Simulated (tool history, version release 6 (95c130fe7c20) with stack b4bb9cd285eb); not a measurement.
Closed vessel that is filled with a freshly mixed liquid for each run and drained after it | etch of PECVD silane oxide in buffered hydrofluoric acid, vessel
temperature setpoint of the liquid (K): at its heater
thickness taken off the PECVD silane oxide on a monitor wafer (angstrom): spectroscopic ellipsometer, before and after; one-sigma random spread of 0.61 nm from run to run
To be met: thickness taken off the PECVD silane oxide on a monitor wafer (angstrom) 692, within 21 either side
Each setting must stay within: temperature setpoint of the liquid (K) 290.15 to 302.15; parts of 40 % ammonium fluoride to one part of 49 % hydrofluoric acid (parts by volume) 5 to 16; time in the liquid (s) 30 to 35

run  hour  temperature setpoint of the liquid (K)  parts of 40 % ammonium fluoride to one part of 49 % hydrofluoric acid (parts by volume)  time in the liquid (s)  thickness taken off the PECVD silane oxide on a monitor wafer (angstrom)
  1     0                                  294.15                                                                                      9.5                      35                                                                    887.26
  2     4                                  292.65                                                                                      9.5                      35                                                                    833.57
  3  11.6                                  292.65                                                                                      9.5                      35                                                                    822.95
  4  18.9                                  292.65                                                                                        7                      35                                                                      1127
  5  27.7                                  291.65                                                                                        8                      35                                                                    912.12
  6  35.8                                  293.65                                                                                        8                      35                                                                    1025.7
  7  40.9                                  292.65                                                                                      8.5                      35                                                                    913.95
  8  48.8                                  291.65                                                                                        9                      35                                                                    801.65
  9  52.1                                  291.15                                                                                        9                      35                                                                    786.35

Exactly one of the 4 candidate moves below puts every result within its allowed miss. Which one?
  A  55.4                                  290.15                                                                                        9                      30                                                                         ?
  B  55.4                                  294.65                                                                                       11                      30                                                                         ?
  C  55.4                                  290.65                                                                                      9.5                      30                                                                         ?
  D  55.4                                  293.65                                                                                       13                      35                                                                         ?

move  thickness taken off the PECVD silane oxide on a monitor wafer (angstrom)
   A                                                                    630.83
   B                                                                    692.99
   C                                                                    627.36
   D                                                                    649.47
A: moves the result that the last run missed by most past its target, out the other side
B: all results land within tolerance of their targets
C: moves the result that the last run missed by most past its target, out the other side
D: moves the result that the last run missed by most past its target, out the other side
The right move is B.

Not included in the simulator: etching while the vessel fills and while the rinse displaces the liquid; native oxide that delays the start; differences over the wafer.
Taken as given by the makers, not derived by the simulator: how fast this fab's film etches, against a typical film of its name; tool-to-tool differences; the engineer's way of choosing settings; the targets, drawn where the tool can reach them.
